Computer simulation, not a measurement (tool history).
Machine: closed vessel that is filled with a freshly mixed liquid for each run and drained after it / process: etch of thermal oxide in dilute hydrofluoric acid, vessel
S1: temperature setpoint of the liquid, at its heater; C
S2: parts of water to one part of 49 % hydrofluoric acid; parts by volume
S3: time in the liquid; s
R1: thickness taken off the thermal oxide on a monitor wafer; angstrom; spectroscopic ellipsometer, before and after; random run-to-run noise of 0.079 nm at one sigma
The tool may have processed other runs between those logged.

run	day	S1	S2	S3	R1
1	0.000	24.0	220	815	157.50
2	0.358	23.5	220	815	154.05
3	0.679	23.0	220	815	151.42
4	0.921	23.0	180	815	195.59
5	1.092	23.0	180	875	208.63
6	1.308	23.0	180	875	208.42

Run 7 is up next; what results do you expect?
7	1.579	22.5	185	875	?

Run 7 came out at R1 199.57 angstrom.
